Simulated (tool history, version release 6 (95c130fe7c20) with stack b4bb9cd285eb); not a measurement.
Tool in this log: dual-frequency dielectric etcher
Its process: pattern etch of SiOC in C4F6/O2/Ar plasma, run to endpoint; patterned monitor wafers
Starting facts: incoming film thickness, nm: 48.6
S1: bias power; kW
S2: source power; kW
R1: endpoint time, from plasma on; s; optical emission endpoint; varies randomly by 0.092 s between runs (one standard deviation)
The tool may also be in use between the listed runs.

run  hour     S1     S2      R1
  1   0.0  0.375  0.400  16.384
  2   3.3  0.363  0.400  16.529
  3  12.2  0.363  0.460  15.926
  4  19.7  0.346  0.460  16.200
  5  21.4  0.285  0.460  18.397
  6  27.8  0.228  0.460  21.403
  7  32.1  0.243  0.460  20.321
  8  40.1  0.255  0.460  20.017
  9  48.8  0.255  0.460  19.694
 10  55.1  0.265  0.460  19.147
 11  58.6  0.272  0.460  18.860
 12  59.5  0.278  0.460  18.621
 13  62.2  0.283  0.460  18.297

Run 14 comes next. What will it give?
 14  65.4  0.286  0.460   ?

{"run 14": {"R1": 18.186}}
